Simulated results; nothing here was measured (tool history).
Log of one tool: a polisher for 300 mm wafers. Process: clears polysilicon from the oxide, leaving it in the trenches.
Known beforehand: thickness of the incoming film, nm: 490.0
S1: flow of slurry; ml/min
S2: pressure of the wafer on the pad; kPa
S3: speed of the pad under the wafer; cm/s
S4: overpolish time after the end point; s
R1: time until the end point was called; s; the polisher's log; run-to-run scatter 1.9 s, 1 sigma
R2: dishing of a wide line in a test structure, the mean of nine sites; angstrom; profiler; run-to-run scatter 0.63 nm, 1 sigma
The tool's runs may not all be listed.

Run 1, hour 0.0: S1 310 ml/min, S2 20.0 kPa, S3 90 cm/s, S4 14 s. Result: R1 47.241 s, R2 531.51 angstrom.
Run 2, hour 6.4: S1 310 ml/min, S2 17.2 kPa, S3 82 cm/s, S4 11 s. Result: R1 58.246 s, R2 440.56 angstrom.
Run 3, hour 9.4: S1 375 ml/min, S2 17.2 kPa, S3 82 cm/s, S4 11 s. Result: R1 57.928 s, R2 437.63 angstrom.
Run 4, hour 11.8: S1 305 ml/min, S2 17.2 kPa, S3 82 cm/s, S4 11 s. Result: R1 61.422 s, R2 438.33 angstrom.
Run 5, hour 13.5: S1 305 ml/min, S2 15.2 kPa, S3 80 cm/s, S4 10 s. Result: R1 68.661 s, R2 379.92 angstrom.
Run 6, hour 16.1: S1 305 ml/min, S2 15.2 kPa, S3 70 cm/s, S4 10 s. Result: R1 79.596 s, R2 367.37 angstrom.
Run 7, hour 17.8: S1 305 ml/min, S2 9.7 kPa, S3 66 cm/s, S4 6 s. Result: R1 124.840 s, R2 178.23 angstrom.
Run 8, hour 21.3: S1 300 ml/min, S2 11.0 kPa, S3 62 cm/s, S4 8 s. Result: R1 113.690 s, R2 238.71 angstrom.

Forecast run 9:
Run 9, hour 28.3: S1 295 ml/min, S2 14.5 kPa, S3 48 cm/s, S4 10 s. Result: R1 ?, R2 ?.

For run 9 the tool returned R1 117.200 s, R2 287.58 angstrom.
